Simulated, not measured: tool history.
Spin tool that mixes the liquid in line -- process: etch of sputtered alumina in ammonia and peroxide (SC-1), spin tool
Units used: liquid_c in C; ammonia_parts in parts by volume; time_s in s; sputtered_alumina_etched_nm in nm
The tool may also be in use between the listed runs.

| run | hour | liquid_c | ammonia_parts | time_s | sputtered_alumina_etched_nm |
|---|---|---|---|---|---|
| 1 | 0.0 | 61.0 | 0.7 | 330 | 25.652 |
| 2 | 7.3 | 61.0 | 0.7 | 350 | 27.316 |
| 3 | 9.6 | 57.5 | 0.7 | 350 | 22.613 |
| 4 | 14.9 | 52.5 | 0.7 | 350 | 17.320 |
| 5 | 20.3 | 51.5 | 0.7 | 350 | 16.574 |
| 6 | 26.1 | 50.5 | 0.7 | 350 | 15.453 |

Run 7 comes next. What will it give?
| 7 | 33.3 | 50.0 | 0.7 | 350 | ? |

Logged for run 7: sputtered_alumina_etched_nm 15.204 nm.
